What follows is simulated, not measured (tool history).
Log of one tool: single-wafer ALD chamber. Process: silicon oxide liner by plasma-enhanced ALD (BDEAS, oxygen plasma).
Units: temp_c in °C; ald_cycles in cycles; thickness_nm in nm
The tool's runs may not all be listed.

run,hour,temp_c,ald_cycles,thickness_nm
1,0,315,42,4.0535
2,2.9,315,44,4.249
3,9.4,306,44,4.3117
4,17.8,305,45,4.4105
5,25.2,304,46,4.5071
6,31.7,303,47,4.6221
7,32.5,302,47,4.6462
8,34.4,301,47,4.6349
9,42,301,47,4.633
10,48.5,299,50,4.9781

The next listed run, before its measurement:
11,56.8,300,50,?

{"run 11": {"thickness_nm": 4.9383}}

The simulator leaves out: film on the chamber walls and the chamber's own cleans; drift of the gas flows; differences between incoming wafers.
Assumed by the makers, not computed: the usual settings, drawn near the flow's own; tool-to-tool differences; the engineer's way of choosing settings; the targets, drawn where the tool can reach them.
